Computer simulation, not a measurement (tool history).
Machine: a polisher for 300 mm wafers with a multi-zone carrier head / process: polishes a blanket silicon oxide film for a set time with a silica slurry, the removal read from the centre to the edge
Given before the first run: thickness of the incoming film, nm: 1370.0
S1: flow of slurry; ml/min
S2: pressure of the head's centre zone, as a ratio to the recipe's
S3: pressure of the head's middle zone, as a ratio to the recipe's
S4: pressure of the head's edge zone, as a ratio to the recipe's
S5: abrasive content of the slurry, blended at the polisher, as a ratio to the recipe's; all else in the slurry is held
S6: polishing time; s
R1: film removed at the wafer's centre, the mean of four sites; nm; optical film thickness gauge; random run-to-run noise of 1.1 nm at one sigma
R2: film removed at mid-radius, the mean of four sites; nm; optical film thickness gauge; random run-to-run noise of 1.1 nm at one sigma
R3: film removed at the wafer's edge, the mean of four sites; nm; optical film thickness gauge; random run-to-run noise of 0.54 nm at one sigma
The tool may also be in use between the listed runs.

run	hour	S1	S2	S3	S4	S5	S6	R1	R2	R3
1	0.0	165	1.00	1.00	1.00	1.00	32	109.980	109.930	106.390
2	5.5	160	1.00	1.01	0.97	0.95	32	107.120	108.580	103.700
3	13.4	160	1.00	1.01	0.97	0.95	24	82.335	82.570	77.530
4	19.4	170	1.01	1.03	0.98	0.95	24	81.660	83.867	78.615
5	23.5	175	1.04	1.05	0.97	1.00	24	85.472	87.115	79.278
6	30.9	175	1.04	1.05	0.97	1.00	20	72.325	73.770	66.225
7	33.3	180	1.06	1.06	0.98	1.10	20	77.560	77.452	69.683
8	36.3	180	1.06	1.06	0.98	1.10	20	76.384	76.171	69.955
9	44.0	190	1.07	1.08	0.97	1.20	20	80.235	79.737	72.582
10	48.1	195	1.08	1.10	0.96	1.25	20	82.445	82.890	73.097

Forecast run 11:
11	56.4	200	1.09	1.12	0.97	1.30	20	?	?	?

R1: 87.788 nm
R2: 85.776 nm
R3: 74.263 nm
